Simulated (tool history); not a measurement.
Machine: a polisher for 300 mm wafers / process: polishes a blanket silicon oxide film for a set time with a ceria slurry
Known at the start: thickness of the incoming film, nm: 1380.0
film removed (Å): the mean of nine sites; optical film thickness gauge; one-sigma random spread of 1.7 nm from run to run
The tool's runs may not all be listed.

run	hour	flow of slurry (ml/min)	pressure of the wafer on the pad (psi)	speed of the pad under the wafer (m/s)	polishing time (s)	film removed (Å)
1	0.0	300	3.5	1.06	78	3675.4
2	3.3	300	2.9	1.06	78	3141.1
3	4.7	300	2.9	0.90	78	2744.8
4	11.4	340	2.9	0.90	78	2761.5
5	18.7	340	2.6	0.90	78	2517.3
6	20.5	340	2.4	0.90	78	2347.3
7	28.8	340	2.3	0.90	78	2285.3

Run 8 has not been measured yet. What should we expect?
8	35.9	330	2.1	0.90	78	?

film removed (Å): 2071.7

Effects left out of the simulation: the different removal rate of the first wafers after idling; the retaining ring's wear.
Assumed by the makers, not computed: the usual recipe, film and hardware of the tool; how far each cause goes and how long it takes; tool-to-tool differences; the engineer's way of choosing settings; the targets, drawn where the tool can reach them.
